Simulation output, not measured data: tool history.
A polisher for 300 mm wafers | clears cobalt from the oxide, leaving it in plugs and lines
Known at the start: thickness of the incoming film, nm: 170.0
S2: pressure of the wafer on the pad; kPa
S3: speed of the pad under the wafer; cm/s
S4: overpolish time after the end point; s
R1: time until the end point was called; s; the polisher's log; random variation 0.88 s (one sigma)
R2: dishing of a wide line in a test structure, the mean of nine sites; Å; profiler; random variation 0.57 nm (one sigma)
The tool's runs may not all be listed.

run 1 hour=0 | flow_of_slurry_(ml/min)=240 S2=14.5 S3=104 S4=14 | R1=32.107 R2=423.19
run 2 hour=6.2 | flow_of_slurry_(ml/min)=240 S2=17.2 S3=104 S4=14 | R1=27.299 R2=450.85
run 3 hour=12.5 | flow_of_slurry_(ml/min)=240 S2=15.9 S3=96 S4=14 | R1=31.507 R2=417.12
run 4 hour=19.4 | flow_of_slurry_(ml/min)=240 S2=14.5 S3=96 S4=14 | R1=34.916 R2=381.88
run 5 hour=20.6 | flow_of_slurry_(ml/min)=240 S2=15.9 S3=96 S4=14 | R1=31.53 R2=406.78
run 6 hour=23.4 | flow_of_slurry_(ml/min)=240 S2=14.5 S3=96 S4=14 | R1=33.986 R2=398.52
run 7 hour=29.4 | flow_of_slurry_(ml/min)=240 S2=14.5 S3=96 S4=14 | R1=34.05 R2=405.88

The next listed run, before its measurement:
run 8 hour=38 | flow_of_slurry_(ml/min)=235 S2=13.1 S3=88 S4=14 | R1=? R2=?

{"run 8": {"R1": 41.056, "R2": 360.78}}

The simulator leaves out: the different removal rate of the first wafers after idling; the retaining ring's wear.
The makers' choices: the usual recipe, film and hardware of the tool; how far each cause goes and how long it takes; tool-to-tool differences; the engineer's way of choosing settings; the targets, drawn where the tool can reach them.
